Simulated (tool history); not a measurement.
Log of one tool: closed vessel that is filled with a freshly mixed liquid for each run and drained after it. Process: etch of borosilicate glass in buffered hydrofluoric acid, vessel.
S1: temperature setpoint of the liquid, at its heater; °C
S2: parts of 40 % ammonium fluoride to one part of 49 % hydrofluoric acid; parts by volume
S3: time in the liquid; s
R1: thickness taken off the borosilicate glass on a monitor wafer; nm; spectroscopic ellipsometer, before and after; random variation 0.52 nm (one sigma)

run    day    S1    S2   S3      R1
  1      0    25  15.5  100  93.087
  2  0.188    25  17.5  100  81.584
  3  0.267  26.5    17  100  91.079
  4  0.583  27.5  16.5  100  99.531
  5   0.95  27.5  18.5  100  88.356
  6  1.012  27.5  14.5  100  112.51
  7  1.229  28.5  14.5  100  118.94
  8  1.258    29  14.5  100  121.76

Run 9 comes next. What will it give?
  9  1.446  29.5  14.5  100   ?

R1: 125.73 nm
